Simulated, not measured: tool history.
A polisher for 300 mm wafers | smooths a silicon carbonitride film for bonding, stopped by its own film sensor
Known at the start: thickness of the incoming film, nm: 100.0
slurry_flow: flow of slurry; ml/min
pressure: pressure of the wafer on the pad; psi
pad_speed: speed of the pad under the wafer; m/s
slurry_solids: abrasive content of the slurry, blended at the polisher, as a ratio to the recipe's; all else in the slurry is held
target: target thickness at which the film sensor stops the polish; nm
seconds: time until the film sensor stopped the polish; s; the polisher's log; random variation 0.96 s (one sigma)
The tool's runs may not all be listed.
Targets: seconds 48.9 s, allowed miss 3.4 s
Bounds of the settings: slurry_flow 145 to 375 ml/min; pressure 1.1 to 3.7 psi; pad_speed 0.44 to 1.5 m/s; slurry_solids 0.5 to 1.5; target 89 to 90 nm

| run | day | slurry_flow | pressure | pad_speed | slurry_solids | target | seconds |
|---|---|---|---|---|---|---|---|
| 1 | 0 | 240 | 2.4 | 0.96 | 1 | 89 | 34.371 |
| 2 | 0.275 | 240 | 1.9 | 0.96 | 1 | 89 | 42.627 |
| 3 | 0.408 | 240 | 1.9 | 0.96 | 1 | 89 | 40.846 |
| 4 | 0.662 | 285 | 1.9 | 0.96 | 1 | 89 | 40.616 |
| 5 | 0.867 | 285 | 1.8 | 0.96 | 1 | 89 | 43.081 |
| 6 | 1.175 | 285 | 1.8 | 0.96 | 1.2 | 89 | 40.677 |
| 7 | 1.542 | 285 | 1.7 | 0.96 | 1.2 | 89 | 41.37 |
| 8 | 1.788 | 285 | 1.6 | 0.96 | 1.2 | 89 | 45.605 |

Which of these 4 next moves meets every target?
| A | 2.033 | 270 | 1.4 | 1.22 | 1.1 | 90 | ? |
| B | 2.033 | 320 | 1.6 | 1.18 | 1.1 | 89 | ? |
| C | 2.033 | 315 | 1.4 | 1.18 | 1.4 | 89 | ? |
| D | 2.033 | 320 | 1.6 | 0.68 | 1.3 | 89 | ? |

| move | seconds |
|---|---|
| A | 39.894 |
| B | 39.973 |
| C | 41.104 |
| D | 49.92 |
A: further off than the last run
B: further off than the last run
C: further off than the last run
D: meets every target
Answer: D

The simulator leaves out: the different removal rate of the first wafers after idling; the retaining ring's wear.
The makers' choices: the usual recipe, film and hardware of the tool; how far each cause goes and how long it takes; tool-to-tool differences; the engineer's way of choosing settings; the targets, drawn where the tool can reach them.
